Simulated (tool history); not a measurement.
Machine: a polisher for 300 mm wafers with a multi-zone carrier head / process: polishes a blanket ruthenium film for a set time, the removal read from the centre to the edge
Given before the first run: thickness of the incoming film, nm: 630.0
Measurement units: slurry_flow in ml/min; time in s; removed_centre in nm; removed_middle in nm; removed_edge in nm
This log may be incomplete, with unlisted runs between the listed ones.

{"run": 1, "hour": 0.0, "slurry_flow": 225, "centre_zone": 1, "middle_zone": 1, "edge_zone": 1, "time": 51, "removed_centre": 42.423, "removed_middle": 40.041, "removed_edge": 38.735}
{"run": 2, "hour": 7.8, "slurry_flow": 225, "centre_zone": 1, "middle_zone": 1, "edge_zone": 1.07, "time": 51, "removed_centre": 42.018, "removed_middle": 39.928, "removed_edge": 39.472}
{"run": 3, "hour": 10.0, "slurry_flow": 225, "centre_zone": 1, "middle_zone": 1, "edge_zone": 1.07, "time": 46, "removed_centre": 38.528, "removed_middle": 36.353, "removed_edge": 36.057}
{"run": 4, "hour": 12.6, "slurry_flow": 225, "centre_zone": 1, "middle_zone": 1, "edge_zone": 0.99, "time": 46, "removed_centre": 38.237, "removed_middle": 36.915, "removed_edge": 35.398}
{"run": 5, "hour": 18.8, "slurry_flow": 260, "centre_zone": 1, "middle_zone": 1, "edge_zone": 0.99, "time": 46, "removed_centre": 37.968, "removed_middle": 37.187, "removed_edge": 35.399}
{"run": 6, "hour": 27.4, "slurry_flow": 260, "centre_zone": 1, "middle_zone": 1, "edge_zone": 0.92, "time": 46, "removed_centre": 38.053, "removed_middle": 36.378, "removed_edge": 34.579}

What will run 7 give?
{"run": 7, "hour": 30.4, "slurry_flow": 255, "centre_zone": 1, "middle_zone": 0.96, "edge_zone": 0.91, "time": 45, "removed_centre": "?", "removed_middle": "?", "removed_edge": "?"}

Run 7 came out at removed_centre 37.61 nm, removed_middle 34.833 nm, removed_edge 33.372 nm.
